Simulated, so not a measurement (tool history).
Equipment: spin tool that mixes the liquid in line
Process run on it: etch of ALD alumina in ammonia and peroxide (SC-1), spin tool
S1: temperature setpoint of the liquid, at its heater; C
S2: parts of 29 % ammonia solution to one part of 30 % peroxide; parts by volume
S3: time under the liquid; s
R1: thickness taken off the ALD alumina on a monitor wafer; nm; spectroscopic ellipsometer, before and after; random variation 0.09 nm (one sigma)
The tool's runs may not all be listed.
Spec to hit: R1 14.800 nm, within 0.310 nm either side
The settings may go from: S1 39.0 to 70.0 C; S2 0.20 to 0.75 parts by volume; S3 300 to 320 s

| run | hour | S1 | S2 | S3 | R1 |
|---|---|---|---|---|---|
| 1 | 0.0 | 55.0 | 0.45 | 300 | 18.216 |
| 2 | 5.6 | 55.0 | 0.45 | 300 | 18.264 |
| 3 | 12.3 | 55.0 | 0.45 | 320 | 19.415 |
| 4 | 16.8 | 54.0 | 0.45 | 320 | 18.367 |
| 5 | 21.4 | 53.5 | 0.45 | 320 | 17.999 |
| 6 | 27.9 | 53.5 | 0.30 | 320 | 17.326 |
| 7 | 29.4 | 53.0 | 0.30 | 320 | 16.820 |
| 8 | 30.2 | 50.0 | 0.30 | 320 | 14.239 |

Next run, 5 choices. One meets every target within its allowed miss, the rest don't. Which?
| A | 31.0 | 52.5 | 0.35 | 300 | ? |
| B | 31.0 | 50.5 | 0.20 | 320 | ? |
| C | 31.0 | 51.5 | 0.35 | 300 | ? |
| D | 31.0 | 51.5 | 0.30 | 320 | ? |
| E | 31.0 | 49.5 | 0.30 | 320 | ? |

| move | R1 |
|---|---|
| A | 15.706 |
| B | 14.247 |
| C | 14.877 |
| D | 15.639 |
| E | 14.015 |
A: carries the result that was furthest off beyond its target, to the other side
B: about as far from the targets as the last run
C: hits every target within its allowed miss
D: carries the result that was furthest off beyond its target, to the other side
E: further off than the last run
The right move is C.

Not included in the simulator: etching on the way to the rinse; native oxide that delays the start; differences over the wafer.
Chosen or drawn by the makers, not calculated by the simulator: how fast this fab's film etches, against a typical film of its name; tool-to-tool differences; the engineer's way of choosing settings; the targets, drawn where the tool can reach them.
